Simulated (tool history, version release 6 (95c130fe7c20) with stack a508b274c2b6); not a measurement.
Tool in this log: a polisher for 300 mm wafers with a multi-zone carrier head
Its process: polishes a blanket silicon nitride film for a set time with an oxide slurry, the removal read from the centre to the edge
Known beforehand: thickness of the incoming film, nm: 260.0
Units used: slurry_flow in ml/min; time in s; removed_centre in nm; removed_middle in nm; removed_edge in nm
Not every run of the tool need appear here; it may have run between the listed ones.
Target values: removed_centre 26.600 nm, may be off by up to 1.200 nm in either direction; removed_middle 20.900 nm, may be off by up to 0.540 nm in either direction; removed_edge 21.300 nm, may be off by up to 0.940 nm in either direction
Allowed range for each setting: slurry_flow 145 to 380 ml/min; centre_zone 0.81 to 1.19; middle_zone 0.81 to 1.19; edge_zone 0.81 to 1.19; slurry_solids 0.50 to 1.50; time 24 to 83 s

Run 1, hour 0.0: slurry_flow 245 ml/min, centre_zone 1.00, middle_zone 1.00, edge_zone 1.00, slurry_solids 1.00, time 53 s. Result: removed_centre 28.175 nm, removed_middle 31.384 nm, removed_edge 30.421 nm.
Run 2, hour 6.7: slurry_flow 270 ml/min, centre_zone 1.00, middle_zone 1.00, edge_zone 1.00, slurry_solids 1.00, time 53 s. Result: removed_centre 28.499 nm, removed_middle 31.323 nm, removed_edge 30.893 nm.
Run 3, hour 11.2: slurry_flow 265 ml/min, centre_zone 1.05, middle_zone 0.96, edge_zone 0.95, slurry_solids 0.85, time 52 s. Result: removed_centre 27.727 nm, removed_middle 28.012 nm, removed_edge 28.346 nm.
Run 4, hour 16.1: slurry_flow 265 ml/min, centre_zone 1.05, middle_zone 0.96, edge_zone 0.95, slurry_solids 1.00, time 52 s. Result: removed_centre 29.929 nm, removed_middle 30.127 nm, removed_edge 29.486 nm.
Run 5, hour 23.6: slurry_flow 265 ml/min, centre_zone 1.05, middle_zone 1.03, edge_zone 0.95, slurry_solids 1.00, time 52 s. Result: removed_centre 29.175 nm, removed_middle 31.197 nm, removed_edge 29.801 nm.
Run 6, hour 24.9: slurry_flow 250 ml/min, centre_zone 1.09, middle_zone 0.98, edge_zone 0.91, slurry_solids 0.90, time 50 s. Result: removed_centre 28.057 nm, removed_middle 27.758 nm, removed_edge 26.207 nm.
Run 7, hour 29.8: slurry_flow 245 ml/min, centre_zone 1.12, middle_zone 0.94, edge_zone 0.89, slurry_solids 0.80, time 50 s. Result: removed_centre 27.426 nm, removed_middle 26.126 nm, removed_edge 25.830 nm.
Run 8, hour 31.5: slurry_flow 285 ml/min, centre_zone 1.14, middle_zone 0.92, edge_zone 0.87, slurry_solids 0.75, time 48 s. Result: removed_centre 27.181 nm, removed_middle 24.335 nm, removed_edge 23.709 nm.
Run 9, hour 33.2: slurry_flow 295 ml/min, centre_zone 1.15, middle_zone 0.90, edge_zone 0.86, slurry_solids 0.70, time 48 s. Result: removed_centre 26.722 nm, removed_middle 24.067 nm, removed_edge 23.391 nm.
Run 10, hour 37.4: slurry_flow 310 ml/min, centre_zone 1.16, middle_zone 0.87, edge_zone 0.86, slurry_solids 0.70, time 47 s. Result: removed_centre 26.056 nm, removed_middle 22.840 nm, removed_edge 22.536 nm.
Run 11, hour 40.8: slurry_flow 305 ml/min, centre_zone 1.17, middle_zone 0.85, edge_zone 0.85, slurry_solids 0.70, time 47 s. Result: removed_centre 26.635 nm, removed_middle 22.462 nm, removed_edge 22.504 nm.
Run 12, hour 43.9: slurry_flow 305 ml/min, centre_zone 1.17, middle_zone 0.85, edge_zone 0.85, slurry_solids 0.70, time 47 s. Result: removed_centre 26.738 nm, removed_middle 22.541 nm, removed_edge 23.533 nm.
Run 13, hour 46.3: slurry_flow 325 ml/min, centre_zone 1.18, middle_zone 0.84, edge_zone 0.84, slurry_solids 0.65, time 47 s. Result: removed_centre 26.237 nm, removed_middle 21.819 nm, removed_edge 21.786 nm.
Run 14, hour 48.9: slurry_flow 325 ml/min, centre_zone 1.18, middle_zone 0.83, edge_zone 0.83, slurry_solids 0.65, time 47 s. Result: removed_centre 26.775 nm, removed_middle 21.805 nm, removed_edge 22.278 nm.
Run 15, hour 50.1: slurry_flow 325 ml/min, centre_zone 1.18, middle_zone 0.83, edge_zone 0.83, slurry_solids 0.65, time 47 s. Result: removed_centre 26.412 nm, removed_middle 21.922 nm, removed_edge 22.119 nm.
At hour 51.3: centre zone pressure recalibrated.
Run 16, hour 51.3: slurry_flow 325 ml/min, centre_zone 1.18, middle_zone 0.82, edge_zone 0.82, slurry_solids 0.65, time 47 s. Result: removed_centre 29.204 nm, removed_middle 21.429 nm, removed_edge 22.122 nm.

4 next moves are on the table. One of them brings every result within its allowed miss. Which?
Run A, hour 52.5: slurry_flow 300 ml/min, centre_zone 1.11, middle_zone 0.82, edge_zone 0.96, slurry_solids 0.70, time 48 s. Result: removed_centre ?, removed_middle ?, removed_edge ?.
Run B, hour 52.5: slurry_flow 335 ml/min, centre_zone 1.19, middle_zone 0.81, edge_zone 0.86, slurry_solids 0.60, time 47 s. Result: removed_centre ?, removed_middle ?, removed_edge ?.
Run C, hour 52.5: slurry_flow 335 ml/min, centre_zone 1.15, middle_zone 0.86, edge_zone 0.89, slurry_solids 0.60, time 45 s. Result: removed_centre ?, removed_middle ?, removed_edge ?.
Run D, hour 52.5: slurry_flow 335 ml/min, centre_zone 1.19, middle_zone 0.83, edge_zone 0.82, slurry_solids 0.60, time 47 s. Result: removed_centre ?, removed_middle ?, removed_edge ?.

move  removed_centre  removed_middle  removed_edge
   A          29.393          22.277        24.243
   B          29.537          20.708        21.529
   C          27.330          20.500        20.927
   D          29.540          20.989        21.075
A: further off than the last run
B: further off than the last run
C: all results in spec
D: further off than the last run
Correct choice: C, which meets every target
